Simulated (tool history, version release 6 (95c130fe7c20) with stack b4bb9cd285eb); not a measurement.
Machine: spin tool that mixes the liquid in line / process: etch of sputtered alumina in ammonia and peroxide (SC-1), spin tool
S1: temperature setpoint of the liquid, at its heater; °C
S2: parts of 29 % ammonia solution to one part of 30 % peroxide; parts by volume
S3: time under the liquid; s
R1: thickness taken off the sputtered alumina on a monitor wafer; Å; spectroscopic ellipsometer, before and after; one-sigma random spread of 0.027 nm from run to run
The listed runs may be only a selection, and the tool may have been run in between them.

run,day,S1,S2,S3,R1
1,0,51,0.45,80,73.798
2,0.3,51,0.5,80,75.665
3,0.338,51,0.4,80,73.145
4,0.412,47.5,0.4,80,60.49
5,0.65,41,0.4,80,41.453
6,0.958,38,0.4,80,35.018

Run 7, settings as shown, results not yet in. Your forecast:
7,1.05,38.5,0.4,80,?

R1: 35.771 Å

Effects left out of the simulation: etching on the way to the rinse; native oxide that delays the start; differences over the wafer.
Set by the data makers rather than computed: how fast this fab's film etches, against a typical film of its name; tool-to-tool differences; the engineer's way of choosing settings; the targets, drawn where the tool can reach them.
